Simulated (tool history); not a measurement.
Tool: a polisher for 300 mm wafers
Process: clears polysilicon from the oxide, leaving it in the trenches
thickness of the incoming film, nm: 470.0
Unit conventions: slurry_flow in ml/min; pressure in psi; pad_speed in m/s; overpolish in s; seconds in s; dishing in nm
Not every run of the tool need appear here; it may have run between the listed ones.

run    day  slurry_flow  pressure  pad_speed  overpolish  seconds  dishing
  1  0.000          265       2.1       0.88          25   48.097   65.388
  2  0.071          265       2.1       0.88          31   45.616   65.814
  3  0.171          265       2.0       0.88          25   49.170   66.140
  4  0.521          265       2.2       0.88          25   44.007   67.648
  5  0.708          270       1.9       0.92          31   46.816   65.245
  6  0.858          300       1.9       0.92          31   47.528   64.807
  7  1.012          330       1.7       0.92          35   53.408   63.660
  8  1.233          350       1.5       0.96          33   59.890   66.389
  9  1.271          305       1.6       0.82          37   63.534   64.915
 10  1.521          330       1.7       0.78          40   63.281   65.878
 11  1.554          290       1.5       0.86          32   65.380   63.790
 12  1.808          260       1.4       0.90          32   66.337   63.036
 13  1.875          235       1.3       0.94          33   68.076   62.588
 14  2.088          215       1.2       1.00          27   70.371   60.786
 15  2.117          200       1.2       1.06          22   67.432   61.115
     2.317  -- head pressure recalibrated
 16  2.317          190       1.2       1.10          19   57.280   57.090
 17  2.621          185       1.2       1.10          16   58.203   55.911
 18  2.725          185       1.2       1.10          16   57.644   58.961
 19  3.017          180       1.2       1.10          14   58.489   53.620

The next listed run, before its measurement:
 20  3.342          235       1.2       1.04          13        ?        ?

Run 20 came out at seconds 59.979 s, dishing 50.265 nm.

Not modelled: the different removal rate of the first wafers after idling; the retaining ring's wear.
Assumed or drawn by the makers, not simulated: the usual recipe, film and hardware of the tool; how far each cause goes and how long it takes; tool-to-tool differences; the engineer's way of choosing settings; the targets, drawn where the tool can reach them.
